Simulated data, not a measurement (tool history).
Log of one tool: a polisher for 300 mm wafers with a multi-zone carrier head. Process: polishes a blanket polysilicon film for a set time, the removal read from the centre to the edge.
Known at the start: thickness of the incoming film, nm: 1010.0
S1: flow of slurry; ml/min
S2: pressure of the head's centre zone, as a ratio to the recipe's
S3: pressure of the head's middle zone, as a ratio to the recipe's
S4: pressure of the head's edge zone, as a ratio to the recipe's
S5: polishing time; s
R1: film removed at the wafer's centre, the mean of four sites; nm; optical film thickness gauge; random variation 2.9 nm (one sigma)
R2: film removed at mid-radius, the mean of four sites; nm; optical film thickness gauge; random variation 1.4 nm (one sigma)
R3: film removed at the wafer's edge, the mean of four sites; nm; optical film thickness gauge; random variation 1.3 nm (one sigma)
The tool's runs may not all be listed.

run 1 hour=0 | S1=220 S2=1 S3=1 S4=1 S5=38 | R1=297.96 R2=269.86 R3=268.36
run 2 hour=1.3 | S1=220 S2=1.04 S3=1 S4=1 S5=38 | R1=307.43 R2=270.86 R3=266.69
run 3 hour=4.5 | S1=220 S2=1.04 S3=1 S4=0.95 S5=38 | R1=304.24 R2=267.45 R3=257.98
run 4 hour=13.3 | S1=180 S2=1.04 S3=1 S4=0.95 S5=38 | R1=297.46 R2=258.49 R3=253.53
run 5 hour=14.4 | S1=180 S2=1.04 S3=0.92 S4=0.95 S5=38 | R1=297.72 R2=239.36 R3=256.12
run 6 hour=20.1 | S1=180 S2=1.04 S3=0.96 S4=0.95 S5=38 | R1=296.35 R2=250.39 R3=255.44
run 7 hour=21.3 | S1=175 S2=1.01 S3=0.93 S4=0.92 S5=36 | R1=265.25 R2=228.7 R3=236.11
run 8 hour=29.4 | S1=170 S2=1 S3=0.9 S4=0.89 S5=35 | R1=256.3 R2=215.28 R3=226.23
run 9 hour=36.7 | S1=165 S2=0.99 S3=0.88 S4=0.87 S5=35 | R1=259.92 R2=211.91 R3=220.77
run 10 hour=42.1 | S1=155 S2=0.96 S3=0.86 S4=0.86 S5=35 | R1=245.05 R2=204.25 R3=216.62

Forecast run 11:
run 11 hour=50.5 | S1=150 S2=0.95 S3=0.85 S4=0.85 S5=35 | R1=? R2=? R3=?

Run 11 gave R1 237.14 nm, R2 199.36 nm, R3 217.96 nm.
